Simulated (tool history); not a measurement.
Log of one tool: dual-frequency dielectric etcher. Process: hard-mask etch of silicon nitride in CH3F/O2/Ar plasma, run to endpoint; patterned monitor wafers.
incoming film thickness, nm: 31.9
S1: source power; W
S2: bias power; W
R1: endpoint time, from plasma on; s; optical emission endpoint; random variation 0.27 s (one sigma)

| run | hour | S1 | S2 | R1 |
|---|---|---|---|---|
| 1 | 0 | 420 | 52 | 48.306 |
| 2 | 6 | 420 | 49 | 48.153 |
| 3 | 13.5 | 470 | 49 | 45.993 |
| 4 | 21.8 | 470 | 55 | 44.297 |
| 5 | 24.8 | 430 | 54 | 46.949 |
| 6 | 27.2 | 410 | 53 | 48.08 |

Run 7 comes next. What will it give?
| 7 | 29.3 | 390 | 53 | ? |

Run 7 gave R1 49.059 s.

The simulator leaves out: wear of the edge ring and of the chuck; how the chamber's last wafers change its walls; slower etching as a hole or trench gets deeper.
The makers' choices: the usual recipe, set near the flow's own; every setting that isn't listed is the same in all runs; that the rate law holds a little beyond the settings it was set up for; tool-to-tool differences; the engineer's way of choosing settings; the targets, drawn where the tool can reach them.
